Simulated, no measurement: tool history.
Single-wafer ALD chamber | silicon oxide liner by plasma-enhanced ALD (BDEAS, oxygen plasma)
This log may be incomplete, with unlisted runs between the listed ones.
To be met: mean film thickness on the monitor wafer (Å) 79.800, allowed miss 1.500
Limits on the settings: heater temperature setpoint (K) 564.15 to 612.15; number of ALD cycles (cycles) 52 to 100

run  hour  heater temperature setpoint (K)  number of ALD cycles (cycles)  mean film thickness on the monitor wafer (Å)
  1   0.0                           588.15                             76                                        66.096
  2   7.9                           588.15                             79                                        68.914
  3  13.2                           588.15                             81                                        71.091
  4  21.2                           588.15                             82                                        71.608
  5  27.4                           588.15                             83                                        72.087
  6  29.3                           588.15                             85                                        74.729
  7  30.3                           588.15                             86                                        75.362
  8  37.9                           588.15                             87                                        75.856
  9  42.6                           588.15                             88                                        77.585
     45.7  -- thermocouple changed; heater temperature recalibrated
 10  45.7                           588.15                             88                                        76.647
 11  51.7                           588.15                             89                                        76.991
 12  55.0                           588.15                             90                                        78.842

Which single option among these 4 for the next run brings every result within its allowed miss of target? Just one does.
  A  58.3                           576.15                             90                                             ?
  B  58.3                           589.15                             89                                             ?
  C  58.3                           593.15                             89                                             ?
  D  58.3                           585.15                             88                                             ?

move  mean film thickness on the monitor wafer (Å)
   A                                        79.290
   B                                        76.889
   C                                        76.422
   D                                        76.488
A: each result inside its tolerance
B: misses by more than the last run did
C: misses by more than the last run did
D: misses by more than the last run did
Go with A: it meets all targets.
